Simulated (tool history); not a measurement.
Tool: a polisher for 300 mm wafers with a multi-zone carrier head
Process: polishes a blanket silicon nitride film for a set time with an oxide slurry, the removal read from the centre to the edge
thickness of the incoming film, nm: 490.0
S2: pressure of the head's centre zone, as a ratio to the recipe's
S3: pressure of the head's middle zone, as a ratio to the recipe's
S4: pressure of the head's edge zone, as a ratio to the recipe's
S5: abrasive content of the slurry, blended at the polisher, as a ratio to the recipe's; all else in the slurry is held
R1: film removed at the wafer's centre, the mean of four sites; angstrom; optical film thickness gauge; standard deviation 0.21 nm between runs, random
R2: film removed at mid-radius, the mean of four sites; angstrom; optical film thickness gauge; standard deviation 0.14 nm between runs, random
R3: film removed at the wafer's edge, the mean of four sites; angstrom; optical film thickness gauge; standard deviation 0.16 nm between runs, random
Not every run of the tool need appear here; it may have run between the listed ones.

run 1 hour=0 | flow_of_slurry_(ml/min)=310 S2=1 S3=1 S4=1 S5=1 polishing_time_(s)=45 | R1=246.23 R2=240.17 R3=243.95
run 2 hour=3.2 | flow_of_slurry_(ml/min)=310 S2=1 S3=1 S4=1.05 S5=1 polishing_time_(s)=45 | R1=252.1 R2=237.83 R3=252.47
run 3 hour=11 | flow_of_slurry_(ml/min)=310 S2=1 S3=1 S4=1.09 S5=1 polishing_time_(s)=45 | R1=253.79 R2=238.56 R3=259.15
run 4 hour=13.2 | flow_of_slurry_(ml/min)=305 S2=0.97 S3=0.96 S4=1.07 S5=0.9 polishing_time_(s)=44 | R1=229.07 R2=213.74 R3=240.9
run 5 hour=16.9 | flow_of_slurry_(ml/min)=305 S2=0.97 S3=0.96 S4=1.12 S5=0.9 polishing_time_(s)=44 | R1=228.33 R2=214.53 R3=243.95
run 6 hour=23.5 | flow_of_slurry_(ml/min)=300 S2=0.95 S3=0.94 S4=1.09 S5=0.8 polishing_time_(s)=43 | R1=201.88 R2=195 R3=220.58
run 7 hour=27.7 | flow_of_slurry_(ml/min)=295 S2=0.94 S3=0.91 S4=1.08 S5=0.75 polishing_time_(s)=43 | R1=191.35 R2=180.72 R3=215.56
run 8 hour=28.6 | flow_of_slurry_(ml/min)=295 S2=0.93 S3=0.89 S4=1.04 S5=0.7 polishing_time_(s)=43 | R1=190.88 R2=175.69 R3=205.04
run 9 hour=31.2 | flow_of_slurry_(ml/min)=290 S2=0.91 S3=0.87 S4=1.03 S5=0.65 polishing_time_(s)=43 | R1=177.75 R2=164.88 R3=193.06

What will run 10 give?
run 10 hour=33.6 | flow_of_slurry_(ml/min)=285 S2=0.89 S3=0.86 S4=1.02 S5=0.65 polishing_time_(s)=43 | R1=? R2=? R3=?

R1: 172.13 angstrom
R2: 162.17 angstrom
R3: 192.89 angstrom
